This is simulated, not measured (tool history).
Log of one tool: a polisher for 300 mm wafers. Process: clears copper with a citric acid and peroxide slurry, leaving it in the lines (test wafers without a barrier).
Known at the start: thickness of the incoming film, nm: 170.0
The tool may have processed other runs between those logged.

run,day,flow of slurry (ml/min),pressure of the wafer on the pad (kPa),speed of the pad under the wafer (cm/s),abrasive content of the slurry,overpolish time after the end point (s),time until the end point was called (s),dishing of a wide line in a test structure (angstrom)
1,0.000,150,13.8,138,1.00,15,92.629,133.99
2,0.058,150,13.8,138,1.00,21,95.560,154.95
3,0.179,150,11.7,138,1.00,21,109.820,137.37
4,0.333,115,11.7,138,1.00,21,120.570,144.32
5,0.454,130,13.8,140,1.00,20,97.277,149.91
6,0.704,130,13.8,140,0.85,20,97.765,145.64
7,1.029,135,15.2,142,0.85,20,92.544,149.33

Run 8, settings as shown, results not yet in. Your forecast:
8,1.275,140,16.5,144,0.85,20,?,?

{"run 8": {"time until the end point was called (s)": 80.126, "dishing of a wide line in a test structure (angstrom)": 160.11}}
